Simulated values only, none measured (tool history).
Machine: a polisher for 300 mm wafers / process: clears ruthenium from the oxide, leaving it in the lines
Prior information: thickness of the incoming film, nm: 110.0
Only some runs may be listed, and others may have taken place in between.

run	hour	flow of slurry (ml/min)	pressure of the wafer on the pad (psi)	speed of the pad under the wafer (m/s)	overpolish time after the end point (s)	time until the end point was called (s)
1	0	160	1.7	0.84	32	138.36
2	5.9	165	1.8	0.84	32	133.93
3	7.1	165	1.8	0.84	34	134.64
4	11.8	165	1.6	0.84	34	145.65
5	14.3	165	1.6	0.92	34	135.53
6	21.3	140	1.6	0.92	34	138.85
7	25.4	145	1.7	0.92	34	129.43
8	31.9	145	1.8	0.92	34	127.62

What does the tool deliver on the next run?
9	40.4	175	2.3	0.94	34	?

{"run 9": {"time until the end point was called (s)": 99}}

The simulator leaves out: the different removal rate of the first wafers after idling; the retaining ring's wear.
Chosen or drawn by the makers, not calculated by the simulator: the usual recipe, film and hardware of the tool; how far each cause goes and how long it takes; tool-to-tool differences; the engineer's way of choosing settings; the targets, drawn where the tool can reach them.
